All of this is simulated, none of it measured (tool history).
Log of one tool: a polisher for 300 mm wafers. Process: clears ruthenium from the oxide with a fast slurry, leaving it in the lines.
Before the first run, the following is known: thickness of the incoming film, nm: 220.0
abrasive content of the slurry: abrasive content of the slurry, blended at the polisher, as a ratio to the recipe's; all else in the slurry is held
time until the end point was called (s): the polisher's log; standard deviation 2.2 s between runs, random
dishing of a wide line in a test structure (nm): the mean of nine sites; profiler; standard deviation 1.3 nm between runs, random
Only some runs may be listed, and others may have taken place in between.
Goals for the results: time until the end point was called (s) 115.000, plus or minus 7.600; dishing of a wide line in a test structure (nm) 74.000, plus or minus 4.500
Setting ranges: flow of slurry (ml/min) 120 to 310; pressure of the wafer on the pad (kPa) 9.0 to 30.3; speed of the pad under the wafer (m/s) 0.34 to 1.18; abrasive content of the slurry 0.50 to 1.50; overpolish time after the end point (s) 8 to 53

run  hour  flow of slurry (ml/min)  pressure of the wafer on the pad (kPa)  speed of the pad under the wafer (m/s)  abrasive content of the slurry  overpolish time after the end point (s)  time until the end point was called (s)  dishing of a wide line in a test structure (nm)
  1   0.0                      200                                    19.3                                    0.76                            1.00                                       27                                   67.766                                           76.536
  2   7.8                      200                                    19.3                                    0.76                            1.00                                       21                                   66.928                                           60.009
  3  11.5                      200                                    17.9                                    0.76                            1.00                                       24                                   69.177                                           67.867
  4  13.3                      200                                    20.0                                    0.76                            1.00                                       24                                   65.090                                           69.537
  5  14.2                      240                                    20.0                                    0.76                            1.00                                       24                                   63.018                                           74.507
  6  16.0                      240                                    24.8                                    0.76                            1.00                                       24                                   53.160                                           79.840
  7  19.7                      240                                    22.8                                    0.74                            1.00                                       26                                   60.272                                           82.218
  8  22.9                      235                                    20.7                                    0.72                            1.00                                       27                                   64.995                                           76.392
  9  29.1                      230                                    18.6                                    0.70                            1.00                                       29                                   71.907                                           73.423
 10  31.1                      230                                    13.1                                    0.62                            0.95                                       42                                   99.966                                           75.023
 11  38.5                      230                                    12.4                                    0.62                            0.95                                       43                                  105.990                                           76.395

Which of these 5 next moves meets every target?
  A  45.9                      215                                    15.9                                    0.58                            0.95                                       40                                        ?                                                ?
  B  45.9                      285                                     9.0                                    0.66                            1.00                                       46                                        ?                                                ?
  C  45.9                      235                                    16.5                                    0.62                            0.75                                       39                                        ?                                                ?
  D  45.9                      210                                    11.0                                    0.52                            0.95                                       53                                        ?                                                ?
  E  45.9                      230                                    13.1                                    0.74                            0.75                                       38                                        ?                                                ?

move  time until the end point was called (s)  dishing of a wide line in a test structure (nm)
   A                                   97.988                                           74.312
   B                                  114.480                                           73.331
   C                                   97.951                                           72.769
   D                                  136.210                                           71.368
   E                                   96.024                                           72.395
A: lands further from the targets than the last run did
B: every result within its allowed miss
C: lands further from the targets than the last run did
D: carries the result that was furthest off beyond its target, to the other side
E: lands further from the targets than the last run did
Go with B: it meets all targets.
